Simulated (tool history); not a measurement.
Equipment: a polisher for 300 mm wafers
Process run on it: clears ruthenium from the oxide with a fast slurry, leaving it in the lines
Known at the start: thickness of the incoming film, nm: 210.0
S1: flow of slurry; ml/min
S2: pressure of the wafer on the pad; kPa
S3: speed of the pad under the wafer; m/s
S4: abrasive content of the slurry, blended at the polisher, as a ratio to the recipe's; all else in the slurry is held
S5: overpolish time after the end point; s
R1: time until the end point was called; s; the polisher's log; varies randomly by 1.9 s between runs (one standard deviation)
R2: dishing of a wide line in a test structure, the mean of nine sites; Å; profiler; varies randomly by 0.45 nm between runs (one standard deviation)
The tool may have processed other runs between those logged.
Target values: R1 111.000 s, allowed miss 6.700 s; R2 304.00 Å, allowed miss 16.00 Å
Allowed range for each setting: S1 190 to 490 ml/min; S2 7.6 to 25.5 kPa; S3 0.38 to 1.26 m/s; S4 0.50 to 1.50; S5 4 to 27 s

run,day,S1,S2,S3,S4,S5,R1,R2
1,0.000,315,16.5,0.82,1.00,14,63.214,366.62
2,0.321,315,16.5,0.64,1.00,14,77.254,316.66
3,0.646,315,16.5,0.50,1.00,14,91.813,260.81
4,0.775,315,16.5,0.64,1.00,14,76.160,307.81
5,0.933,315,15.9,0.64,1.00,15,77.719,327.18
6,1.033,315,15.9,0.64,1.10,15,77.671,337.54
7,1.242,315,15.9,0.64,1.10,15,75.613,325.14
8,1.379,315,15.2,0.64,1.10,15,76.902,327.47
9,1.717,315,14.5,0.62,1.10,15,81.122,312.14
10,2.000,315,13.8,0.62,1.10,15,80.882,296.73
11,2.188,315,13.1,0.60,1.10,16,91.405,306.52
# day 2.517: head pressure recalibrated
12,2.517,315,11.0,0.60,1.10,17,104.380,281.72

Which single option among these 4 for the next run brings every result within its allowed miss of target? Just one does.
A,2.846,360,9.7,0.60,1.15,22,?,?
B,2.846,195,10.3,0.60,1.35,20,?,?
C,2.846,300,10.3,0.72,1.10,15,?,?
D,2.846,320,13.8,0.62,0.95,17,?,?

move,R1,R2
A,106.210,334.51
B,104.820,311.90
C,91.599,273.15
D,90.233,308.52
A: takes the biggest miss from the last run beyond its target
B: hits every target within its allowed miss
C: the biggest miss grows against the last run
D: gets the furthest-off result to its target, but another result is out of tolerance
B is the move that brings every result within its allowed miss.
